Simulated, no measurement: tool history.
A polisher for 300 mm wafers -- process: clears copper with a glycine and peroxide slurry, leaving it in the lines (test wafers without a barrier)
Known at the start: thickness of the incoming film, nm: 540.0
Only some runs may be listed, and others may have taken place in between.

run	hour	flow of slurry (ml/min)	pressure of the wafer on the pad (kPa)	speed of the pad under the wafer (cm/s)	overpolish time after the end point (s)	time until the end point was called (s)	dishing of a wide line in a test structure (Å)
1	0	240	20	84	20	125.45	518.93
2	1.2	240	20.7	84	21	121.89	540.34
3	2.9	240	20.7	84	23	122.04	599.04
4	9.8	240	20.7	84	30	122.23	738.78
5	15	240	23.4	84	30	111.8	777.37
6	17.9	240	23.4	84	23	114.31	634.84
7	21.2	240	23.4	84	24	114.59	674.16
8	24.9	240	24.1	84	25	112.24	690.72
9	25.5	240	24.1	84	26	108.85	735.66
10	26.2	240	24.1	84	27	106.48	743.07
11	33.3	240	24.1	84	28	113.8	776.58
12	34	240	24.8	82	30	111.09	800.79

What does the tool deliver on the next run?
13	43	240	24.8	82	31	?	?

time until the end point was called (s): 108.09
dishing of a wide line in a test structure (Å): 808.61

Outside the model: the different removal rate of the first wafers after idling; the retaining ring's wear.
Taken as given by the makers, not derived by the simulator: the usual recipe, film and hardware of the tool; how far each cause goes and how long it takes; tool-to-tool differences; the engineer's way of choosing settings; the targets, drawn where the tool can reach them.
